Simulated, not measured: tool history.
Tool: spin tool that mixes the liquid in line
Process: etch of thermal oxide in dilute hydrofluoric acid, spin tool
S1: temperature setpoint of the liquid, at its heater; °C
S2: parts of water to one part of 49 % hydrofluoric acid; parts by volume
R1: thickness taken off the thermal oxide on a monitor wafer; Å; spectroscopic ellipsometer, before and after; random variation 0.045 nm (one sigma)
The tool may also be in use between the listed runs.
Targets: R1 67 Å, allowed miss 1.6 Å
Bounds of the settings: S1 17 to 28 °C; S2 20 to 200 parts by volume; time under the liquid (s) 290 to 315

run 1 hour=0 | S1=20 S2=110 time_under_the_liquid_(s)=290 | R1=106.93
run 2 hour=6.2 | S1=20 S2=70 time_under_the_liquid_(s)=290 | R1=173.87
run 3 hour=7.2 | S1=19 S2=90 time_under_the_liquid_(s)=290 | R1=128.05
run 4 hour=16.2 | S1=22 S2=90 time_under_the_liquid_(s)=290 | R1=142.25
run 5 hour=22 | S1=22 S2=110 time_under_the_liquid_(s)=290 | R1=117.47
run 6 hour=31 | S1=20.5 S2=120 time_under_the_liquid_(s)=290 | R1=98.486
run 7 hour=34.7 | S1=19.5 S2=125 time_under_the_liquid_(s)=290 | R1=89.47
run 8 hour=39.7 | S1=19 S2=130 time_under_the_liquid_(s)=290 | R1=85.515
run 9 hour=40.8 | S1=18.5 S2=135 time_under_the_liquid_(s)=290 | R1=79.839
run 10 hour=43 | S1=18 S2=140 time_under_the_liquid_(s)=290 | R1=75.095
run 11 hour=51.9 | S1=17.5 S2=140 time_under_the_liquid_(s)=290 | R1=73.203

4 next moves are on the table. One of them brings every result within its allowed miss. Which?
run A hour=60.8 | S1=17 S2=130 time_under_the_liquid_(s)=305 | R1=?
run B hour=60.8 | S1=17.5 S2=155 time_under_the_liquid_(s)=295 | R1=?
run C hour=60.8 | S1=17 S2=120 time_under_the_liquid_(s)=290 | R1=?
run D hour=60.8 | S1=17 S2=130 time_under_the_liquid_(s)=295 | R1=?

move=A R1=82.29
move=B R1=66.482
move=C R1=85.617
move=D R1=79.592
A: further off than the last run
B: meets every target
C: further off than the last run
D: further off than the last run
The right move is B.

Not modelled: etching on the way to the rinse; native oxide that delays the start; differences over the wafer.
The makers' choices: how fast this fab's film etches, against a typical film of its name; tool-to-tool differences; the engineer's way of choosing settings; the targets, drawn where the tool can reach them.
